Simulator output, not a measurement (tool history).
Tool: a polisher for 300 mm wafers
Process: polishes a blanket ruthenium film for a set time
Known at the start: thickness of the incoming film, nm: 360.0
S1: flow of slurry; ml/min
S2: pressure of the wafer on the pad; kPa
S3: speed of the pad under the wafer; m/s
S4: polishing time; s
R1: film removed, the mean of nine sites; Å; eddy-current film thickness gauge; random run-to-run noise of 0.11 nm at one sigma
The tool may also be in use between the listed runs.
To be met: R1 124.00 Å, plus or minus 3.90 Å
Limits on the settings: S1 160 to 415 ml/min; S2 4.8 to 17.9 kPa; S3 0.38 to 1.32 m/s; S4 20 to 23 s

| run | hour | S1 | S2 | S3 | S4 | R1 |
|---|---|---|---|---|---|---|
| 1 | 0.0 | 265 | 11.0 | 0.84 | 23 | 150.62 |
| 2 | 7.2 | 265 | 10.3 | 0.84 | 23 | 144.63 |
| 3 | 11.4 | 265 | 9.7 | 0.84 | 23 | 136.31 |
| 4 | 19.4 | 265 | 9.0 | 0.84 | 23 | 129.56 |
| 5 | 27.3 | 265 | 11.7 | 0.84 | 23 | 161.58 |
| 6 | 32.8 | 265 | 10.3 | 0.84 | 23 | 146.55 |
| 7 | 36.0 | 265 | 9.7 | 0.84 | 23 | 136.91 |
| 8 | 43.9 | 265 | 9.0 | 0.84 | 23 | 129.25 |

Which one of the following 5 next-run settings gets every result inside its allowed miss? There is exactly one.
| A | 51.8 | 345 | 11.7 | 0.60 | 20 | ? |
| B | 51.8 | 265 | 9.0 | 0.80 | 21 | ? |
| C | 51.8 | 265 | 9.0 | 0.76 | 22 | ? |
| D | 51.8 | 265 | 10.3 | 0.76 | 21 | ? |
| E | 51.8 | 280 | 8.3 | 0.82 | 22 | ? |

| move | R1 |
|---|---|
| A | 110.44 |
| B | 112.29 |
| C | 113.38 |
| D | 120.91 |
| E | 113.29 |
A: carries the result that was furthest off beyond its target, to the other side
B: carries the result that was furthest off beyond its target, to the other side
C: carries the result that was furthest off beyond its target, to the other side
D: all results in spec
E: carries the result that was furthest off beyond its target, to the other side
Move D is the one to make.

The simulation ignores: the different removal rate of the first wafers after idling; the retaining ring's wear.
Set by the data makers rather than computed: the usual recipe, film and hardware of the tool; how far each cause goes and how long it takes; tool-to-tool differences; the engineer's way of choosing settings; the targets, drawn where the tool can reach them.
